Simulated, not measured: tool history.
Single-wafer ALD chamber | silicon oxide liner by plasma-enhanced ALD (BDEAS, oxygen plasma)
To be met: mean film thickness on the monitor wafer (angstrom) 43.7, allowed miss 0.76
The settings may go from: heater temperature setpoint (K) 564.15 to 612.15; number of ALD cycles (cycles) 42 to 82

run    day  heater temperature setpoint (K)  number of ALD cycles (cycles)  mean film thickness on the monitor wafer (angstrom)
  1      0                           588.15                             62                                               56.626
  2  0.312                           588.15                             54                                               49.133
  3  0.542                           588.15                             53                                               48.129
  4    0.8                           583.15                             53                                               48.688
  5  0.862                           573.15                             53                                                49.15
  6  1.008                           573.15                             62                                               57.468
  7  1.338                           573.15                             60                                               55.785
  8  1.467                           573.15                             58                                               53.948
  9  1.508                           574.15                             57                                               52.972

Which of these 5 next moves meets every target?
  A  1.55                           566.15                             68                                                    ?
  B  1.55                           574.15                             52                                                    ?
  C  1.55                           564.15                             76                                                    ?
  D  1.55                           570.15                             47                                                    ?
  E  1.55                           576.15                             78                                                    ?

move  mean film thickness on the monitor wafer (angstrom)
   A                                               64.243
   B                                               48.175
   C                                               72.256
   D                                               43.841
   E                                               72.084
A: further off than the last run
B: nearer than the last run, and not there yet
C: further off than the last run
D: meets every target
E: further off than the last run
The right move is D.

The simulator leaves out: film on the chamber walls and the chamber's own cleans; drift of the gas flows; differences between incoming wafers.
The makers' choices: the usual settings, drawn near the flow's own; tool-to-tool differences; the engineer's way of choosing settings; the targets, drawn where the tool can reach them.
